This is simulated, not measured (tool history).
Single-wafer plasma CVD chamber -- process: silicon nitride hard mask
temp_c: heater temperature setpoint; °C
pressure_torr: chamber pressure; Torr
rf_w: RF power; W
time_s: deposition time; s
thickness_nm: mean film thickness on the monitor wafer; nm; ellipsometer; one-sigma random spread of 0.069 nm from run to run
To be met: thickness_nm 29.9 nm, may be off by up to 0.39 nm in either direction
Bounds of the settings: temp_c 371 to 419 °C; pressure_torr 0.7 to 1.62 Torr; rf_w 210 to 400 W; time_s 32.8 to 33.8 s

| run | hour | temp_c | pressure_torr | rf_w | time_s | thickness_nm |
|---|---|---|---|---|---|---|
| 1 | 0 | 395 | 1.16 | 305 | 32.8 | 34.24 |
| 2 | 8.1 | 395 | 1.16 | 305 | 33.8 | 35.19 |
| 3 | 13.2 | 395 | 1.04 | 300 | 33.8 | 33.604 |
| 4 | 20.8 | 386 | 1.04 | 300 | 33.8 | 33.888 |
| 5 | 23 | 386 | 1.04 | 300 | 32.8 | 32.832 |
| 6 | 30 | 378 | 1.04 | 300 | 32.8 | 32.859 |
| 7 | 36.4 | 378 | 0.95 | 300 | 32.8 | 32.153 |
| 8 | 40.8 | 378 | 0.88 | 300 | 32.8 | 31.358 |
| 9 | 45.7 | 378 | 0.84 | 300 | 32.8 | 30.916 |

Exactly one of the 4 candidate moves below puts every result within its allowed miss. Which one?
| A | 50.6 | 392 | 0.85 | 300 | 32.8 | ? |
| B | 50.6 | 380 | 0.84 | 305 | 33.8 | ? |
| C | 50.6 | 375 | 0.8 | 300 | 33 | ? |
| D | 50.6 | 375 | 0.8 | 290 | 33.1 | ? |

| move | thickness_nm |
|---|---|
| A | 30.974 |
| B | 32.499 |
| C | 30.827 |
| D | 29.881 |
A: misses by more than the last run did
B: misses by more than the last run did
C: an improvement on the last run, though not all results are within tolerance
D: meets every target
D is the move that brings every result within its allowed miss.

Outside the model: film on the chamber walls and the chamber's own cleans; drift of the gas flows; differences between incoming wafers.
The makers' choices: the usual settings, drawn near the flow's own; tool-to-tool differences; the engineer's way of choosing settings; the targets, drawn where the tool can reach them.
